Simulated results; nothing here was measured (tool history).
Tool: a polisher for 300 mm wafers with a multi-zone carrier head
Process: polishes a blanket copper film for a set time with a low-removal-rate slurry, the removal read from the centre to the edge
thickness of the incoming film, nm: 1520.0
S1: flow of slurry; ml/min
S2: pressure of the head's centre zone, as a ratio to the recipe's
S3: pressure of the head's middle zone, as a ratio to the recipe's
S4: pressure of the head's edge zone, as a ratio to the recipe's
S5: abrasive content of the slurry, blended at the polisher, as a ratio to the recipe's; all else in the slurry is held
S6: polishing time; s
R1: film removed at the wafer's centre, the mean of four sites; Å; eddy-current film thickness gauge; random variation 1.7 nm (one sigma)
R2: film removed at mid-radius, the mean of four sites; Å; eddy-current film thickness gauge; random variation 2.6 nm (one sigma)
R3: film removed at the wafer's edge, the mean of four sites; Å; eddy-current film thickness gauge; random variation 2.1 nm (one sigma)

run,day,S1,S2,S3,S4,S5,S6,R1,R2,R3
1,0.000,295,1.00,1.00,1.00,1.00,59,2554.4,2478.2,2569.8
2,0.321,295,1.07,1.00,1.00,1.00,59,2709.3,2438.4,2526.1
3,0.550,295,1.10,1.00,1.00,1.00,59,2774.4,2398.7,2484.0
4,0.704,295,1.10,1.00,0.96,1.00,59,2835.9,2442.1,2512.7
5,0.992,295,1.10,1.04,0.96,1.00,59,2810.0,2579.2,2466.2
6,1.058,290,1.08,1.00,0.97,0.85,57,2572.7,2247.6,2306.2
7,1.083,280,1.06,0.97,0.98,0.75,57,2466.3,2155.9,2259.4
8,1.254,275,1.04,0.94,0.98,0.70,57,2391.9,2058.2,2272.5
9,1.408,270,1.03,0.92,0.97,0.65,57,2317.0,1977.3,2198.3

The next listed run, before its measurement:
10,1.721,260,1.02,0.90,0.96,0.65,57,?,?,?

{"run 10": {"R1": 2271.2, "R2": 1968.9, "R3": 2179.7}}

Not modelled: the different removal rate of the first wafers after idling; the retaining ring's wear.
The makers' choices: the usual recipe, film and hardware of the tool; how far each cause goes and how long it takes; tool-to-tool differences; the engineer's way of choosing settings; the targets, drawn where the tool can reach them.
